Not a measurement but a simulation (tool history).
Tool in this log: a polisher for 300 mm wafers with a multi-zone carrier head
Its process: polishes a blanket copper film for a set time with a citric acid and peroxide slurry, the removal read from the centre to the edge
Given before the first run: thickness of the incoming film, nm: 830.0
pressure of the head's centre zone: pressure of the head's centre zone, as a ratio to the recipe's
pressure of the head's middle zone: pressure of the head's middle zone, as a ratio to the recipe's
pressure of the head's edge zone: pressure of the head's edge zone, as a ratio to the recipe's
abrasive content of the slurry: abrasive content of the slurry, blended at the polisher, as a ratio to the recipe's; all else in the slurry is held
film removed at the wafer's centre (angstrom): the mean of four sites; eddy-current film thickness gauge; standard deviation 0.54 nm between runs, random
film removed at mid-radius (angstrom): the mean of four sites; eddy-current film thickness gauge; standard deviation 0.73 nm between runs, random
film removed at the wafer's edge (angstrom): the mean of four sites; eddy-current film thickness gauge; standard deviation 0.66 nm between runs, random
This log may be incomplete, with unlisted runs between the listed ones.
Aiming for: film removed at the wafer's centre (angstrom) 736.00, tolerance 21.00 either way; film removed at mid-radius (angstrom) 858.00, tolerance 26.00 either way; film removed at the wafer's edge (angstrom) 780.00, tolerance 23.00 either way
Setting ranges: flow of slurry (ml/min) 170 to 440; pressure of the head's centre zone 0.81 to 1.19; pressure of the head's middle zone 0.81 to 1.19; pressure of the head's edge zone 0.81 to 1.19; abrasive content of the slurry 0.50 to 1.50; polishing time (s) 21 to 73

| run | day | flow of slurry (ml/min) | pressure of the head's centre zone | pressure of the head's middle zone | pressure of the head's edge zone | abrasive content of the slurry | polishing time (s) | film removed at the wafer's centre (angstrom) | film removed at mid-radius (angstrom) | film removed at the wafer's edge (angstrom) |
|---|---|---|---|---|---|---|---|---|---|---|
| 1 | 0.000 | 280 | 1.00 | 1.00 | 1.00 | 1.00 | 47 | 1449.20 | 1321.00 | 1335.00 |
| 2 | 0.333 | 280 | 1.00 | 1.00 | 1.00 | 1.15 | 47 | 1483.70 | 1374.70 | 1387.90 |
| 3 | 0.642 | 345 | 1.00 | 1.00 | 1.00 | 1.15 | 47 | 1518.60 | 1402.50 | 1424.20 |
| 4 | 0.738 | 325 | 0.94 | 1.02 | 0.98 | 0.95 | 42 | 1216.10 | 1207.60 | 1166.60 |
| 5 | 1.038 | 325 | 1.02 | 1.02 | 0.98 | 0.95 | 42 | 1328.00 | 1189.40 | 1176.70 |
| 6 | 1.162 | 325 | 1.02 | 1.02 | 0.98 | 1.10 | 42 | 1356.70 | 1240.50 | 1233.90 |
| 7 | 1.412 | 310 | 0.96 | 1.03 | 0.99 | 0.95 | 38 | 1102.00 | 1079.20 | 1090.60 |
| 8 | 1.750 | 275 | 0.86 | 1.11 | 0.89 | 0.70 | 31 | 744.06 | 865.05 | 741.83 |

Exercise: of the 4 proposed moves below, exactly one satisfies all targets within the stated allowed misses. Which move is it?
| A | 2.088 | 300 | 0.85 | 1.18 | 0.81 | 0.80 | 29 | ? | ? | ? |
| B | 2.088 | 340 | 0.88 | 1.05 | 1.00 | 0.55 | 34 | ? | ? | ? |
| C | 2.088 | 190 | 0.83 | 1.08 | 0.89 | 1.05 | 30 | ? | ? | ? |
| D | 2.088 | 355 | 0.87 | 1.04 | 0.87 | 0.95 | 29 | ? | ? | ? |

| move | film removed at the wafer's centre (angstrom) | film removed at mid-radius (angstrom) | film removed at the wafer's edge (angstrom) |
|---|---|---|---|
| A | 734.51 | 878.18 | 708.18 |
| B | 805.43 | 854.25 | 827.90 |
| C | 748.46 | 861.47 | 787.53 |
| D | 799.62 | 850.64 | 777.22 |
A: lands further from the targets than the last run did
B: pushes the last run's worst result past its target
C: hits every target within its allowed miss
D: brings the last run's worst result on target, with another outside its allowed miss
C is the move that brings every result within its allowed miss.

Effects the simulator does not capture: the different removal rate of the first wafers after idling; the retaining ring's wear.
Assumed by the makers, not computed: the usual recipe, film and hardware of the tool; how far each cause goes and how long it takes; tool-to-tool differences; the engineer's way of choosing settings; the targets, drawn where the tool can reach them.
